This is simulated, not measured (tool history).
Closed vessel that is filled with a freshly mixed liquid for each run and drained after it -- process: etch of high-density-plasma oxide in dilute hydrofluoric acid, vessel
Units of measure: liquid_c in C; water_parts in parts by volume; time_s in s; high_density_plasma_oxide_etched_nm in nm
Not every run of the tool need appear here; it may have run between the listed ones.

run    day  liquid_c  water_parts  time_s  high_density_plasma_oxide_etched_nm
  1  0.000      22.0          270     180                               3.0928
  2  0.071      20.5          275     180                               2.8707
  3  0.179      20.5          330     180                               2.2756
  4  0.379      20.5          330     180                               2.2796
  5  0.679      20.5          330     180                               2.3043
  6  0.742      21.0          330     180                               2.3276
  7  1.079      21.5          330     180                               2.3466

What will run 8 give?
  8  1.300      22.0          330     180                                    ?

high_density_plasma_oxide_etched_nm: 2.4055 nm
